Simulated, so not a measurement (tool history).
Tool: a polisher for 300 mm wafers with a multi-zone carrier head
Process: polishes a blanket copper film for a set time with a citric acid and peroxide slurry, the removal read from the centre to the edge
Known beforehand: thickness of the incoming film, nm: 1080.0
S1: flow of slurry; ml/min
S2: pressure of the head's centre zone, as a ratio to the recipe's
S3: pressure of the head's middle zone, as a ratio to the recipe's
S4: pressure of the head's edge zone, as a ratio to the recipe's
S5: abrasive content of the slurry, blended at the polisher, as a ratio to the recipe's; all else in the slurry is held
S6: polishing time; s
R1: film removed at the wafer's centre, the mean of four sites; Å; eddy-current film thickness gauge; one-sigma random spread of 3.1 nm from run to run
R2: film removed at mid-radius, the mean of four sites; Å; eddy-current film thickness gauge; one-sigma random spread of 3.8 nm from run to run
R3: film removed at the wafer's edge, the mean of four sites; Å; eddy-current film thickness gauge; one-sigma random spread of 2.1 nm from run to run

run,day,S1,S2,S3,S4,S5,S6,R1,R2,R3
1,0,265,1,1,1,1,80,2131.5,2091.1,2160.7
2,0.262,270,0.98,1.01,1.03,1.1,84,2199.6,2255,2330.8
3,0.567,270,0.98,1.01,0.96,1.1,84,2214.7,2277.1,2227.4
4,0.596,270,0.97,1.02,1,1.2,88,2382.9,2537.4,2426.6
5,0.862,275,0.95,1.01,1.04,1.25,91,2419.1,2548.7,2602.3
6,1.004,275,0.95,1.01,0.99,1.25,91,2416.6,2611.3,2560

For run 7, what comes out?
7,1.054,285,0.94,1.01,1.03,1.3,94,?,?,?

Logged for run 7: R1 2563.2 Å, R2 2676.6 Å, R3 2741.8 Å.
